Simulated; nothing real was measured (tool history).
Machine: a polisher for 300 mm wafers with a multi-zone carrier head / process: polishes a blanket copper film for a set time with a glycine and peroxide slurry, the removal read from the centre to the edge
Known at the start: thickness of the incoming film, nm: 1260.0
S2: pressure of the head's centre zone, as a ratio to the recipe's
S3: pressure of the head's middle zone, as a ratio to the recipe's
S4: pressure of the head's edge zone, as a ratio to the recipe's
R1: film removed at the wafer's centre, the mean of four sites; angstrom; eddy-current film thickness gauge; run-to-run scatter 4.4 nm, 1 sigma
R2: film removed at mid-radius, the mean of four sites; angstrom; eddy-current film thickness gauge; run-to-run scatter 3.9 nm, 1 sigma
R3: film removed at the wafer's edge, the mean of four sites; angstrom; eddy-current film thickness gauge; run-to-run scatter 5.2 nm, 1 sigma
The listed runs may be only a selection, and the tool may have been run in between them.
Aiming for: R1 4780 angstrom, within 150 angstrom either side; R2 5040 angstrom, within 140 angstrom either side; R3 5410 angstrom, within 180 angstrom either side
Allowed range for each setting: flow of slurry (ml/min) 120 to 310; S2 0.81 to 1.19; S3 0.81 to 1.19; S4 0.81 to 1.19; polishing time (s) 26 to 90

run 1 hour=0 | flow_of_slurry_(ml/min)=200 S2=1 S3=1 S4=1 polishing_time_(s)=58 | R1=4214.2 R2=4303.8 R3=4271.1
run 2 hour=6.6 | flow_of_slurry_(ml/min)=210 S2=0.99 S3=1 S4=1.05 polishing_time_(s)=60 | R1=4384.8 R2=4518.3 R3=4591
run 3 hour=11.3 | flow_of_slurry_(ml/min)=210 S2=0.99 S3=1 S4=1.08 polishing_time_(s)=60 | R1=4313.1 R2=4542.1 R3=4703
run 4 hour=16.5 | flow_of_slurry_(ml/min)=225 S2=1 S3=1 S4=1.11 polishing_time_(s)=61 | R1=4457.9 R2=4676.5 R3=4904.4
run 5 hour=17.9 | flow_of_slurry_(ml/min)=235 S2=1.01 S3=1 S4=1.13 polishing_time_(s)=61 | R1=4679.5 R2=4664.5 R3=4919.2
run 6 hour=21.2 | flow_of_slurry_(ml/min)=235 S2=1.05 S3=1 S4=1.13 polishing_time_(s)=61 | R1=4788.7 R2=4656.9 R3=4875.5
run 7 hour=27.6 | flow_of_slurry_(ml/min)=275 S2=0.95 S3=1.02 S4=1.19 polishing_time_(s)=64 | R1=4632.2 R2=5011.6 R3=5361.4
run 8 hour=29.5 | flow_of_slurry_(ml/min)=280 S2=0.95 S3=1.02 S4=1.19 polishing_time_(s)=64 | R1=4618.4 R2=5051.3 R3=5352.5

Which of these 5 next moves meets every target?
run A hour=31.4 | flow_of_slurry_(ml/min)=290 S2=0.91 S3=1 S4=1.17 polishing_time_(s)=64 | R1=? R2=? R3=?
run B hour=31.4 | flow_of_slurry_(ml/min)=225 S2=0.9 S3=1.04 S4=1.19 polishing_time_(s)=67 | R1=? R2=? R3=?
run C hour=31.4 | flow_of_slurry_(ml/min)=260 S2=0.89 S3=1.06 S4=1.16 polishing_time_(s)=65 | R1=? R2=? R3=?
run D hour=31.4 | flow_of_slurry_(ml/min)=255 S2=0.98 S3=1.01 S4=1.19 polishing_time_(s)=65 | R1=? R2=? R3=?
run E hour=31.4 | flow_of_slurry_(ml/min)=245 S2=1.02 S3=0.98 S4=1.13 polishing_time_(s)=66 | R1=? R2=? R3=?

move=A R1=4408.3 R2=5048.5 R3=5351.8
move=B R1=4419.8 R2=5307.1 R3=5526.2
move=C R1=4323.6 R2=5325.4 R3=5359.1
move=D R1=4751.3 R2=5097.6 R3=5425.6
move=E R1=4995.7 R2=5021.9 R3=5346.3
A: misses by more than the last run did
B: misses by more than the last run did
C: misses by more than the last run did
D: every result lands within tolerance
E: takes the result that was furthest off past its target
Move D is the one to make.

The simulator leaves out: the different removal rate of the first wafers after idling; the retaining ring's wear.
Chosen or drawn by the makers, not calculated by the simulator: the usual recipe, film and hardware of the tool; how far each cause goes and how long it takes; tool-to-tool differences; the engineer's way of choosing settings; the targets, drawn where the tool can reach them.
